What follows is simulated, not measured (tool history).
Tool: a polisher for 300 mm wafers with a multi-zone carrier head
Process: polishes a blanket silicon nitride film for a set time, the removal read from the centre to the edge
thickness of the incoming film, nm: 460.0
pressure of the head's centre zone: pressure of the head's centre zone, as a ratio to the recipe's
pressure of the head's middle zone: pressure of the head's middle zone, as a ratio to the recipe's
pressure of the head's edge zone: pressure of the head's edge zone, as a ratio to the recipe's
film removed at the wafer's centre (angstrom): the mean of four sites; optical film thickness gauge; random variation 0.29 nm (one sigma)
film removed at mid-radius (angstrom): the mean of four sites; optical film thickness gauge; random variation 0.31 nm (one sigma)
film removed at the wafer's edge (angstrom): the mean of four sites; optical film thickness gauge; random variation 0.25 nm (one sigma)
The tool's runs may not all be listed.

| run | hour | flow of slurry (ml/min) | pressure of the head's centre zone | pressure of the head's middle zone | pressure of the head's edge zone | polishing time (s) | film removed at the wafer's centre (angstrom) | film removed at mid-radius (angstrom) | film removed at the wafer's edge (angstrom) |
|---|---|---|---|---|---|---|---|---|---|
| 1 | 0.0 | 190 | 1.00 | 1.00 | 1.00 | 39 | 635.92 | 613.57 | 631.88 |
| 2 | 4.4 | 190 | 1.00 | 1.00 | 1.00 | 31 | 512.85 | 506.74 | 502.60 |
| 3 | 10.4 | 190 | 1.00 | 0.95 | 1.00 | 31 | 507.71 | 475.45 | 502.87 |
| 4 | 19.2 | 175 | 0.96 | 0.92 | 0.98 | 29 | 450.83 | 429.10 | 464.85 |
| 5 | 22.5 | 175 | 0.91 | 0.92 | 0.98 | 29 | 426.82 | 428.80 | 466.25 |
| 6 | 24.8 | 165 | 0.89 | 0.90 | 0.96 | 28 | 397.21 | 399.98 | 441.93 |
| 7 | 29.8 | 155 | 0.87 | 0.88 | 0.94 | 28 | 380.71 | 396.23 | 434.46 |
| 8 | 36.1 | 150 | 0.86 | 0.86 | 0.94 | 27 | 362.87 | 365.03 | 416.89 |
| 9 | 42.3 | 145 | 0.85 | 0.85 | 0.93 | 27 | 355.79 | 356.95 | 417.66 |
| 10 | 48.8 | 125 | 0.81 | 0.84 | 0.84 | 25 | 303.35 | 319.03 | 362.38 |
|  | 52.5 | centre zone pressure recalibrated |
| 11 | 52.5 | 135 | 0.81 | 0.84 | 0.86 | 25 | 288.03 | 324.15 | 369.41 |
| 12 | 58.6 | 140 | 0.91 | 0.83 | 0.89 | 27 | 358.05 | 349.60 | 401.90 |

The next listed run, before its measurement:
| 13 | 65.7 | 135 | 0.89 | 0.83 | 0.88 | 27 | ? | ? | ? |

Run 13 gave film removed at the wafer's centre (angstrom) 344.00, film removed at mid-radius (angstrom) 337.88, film removed at the wafer's edge (angstrom) 398.63.
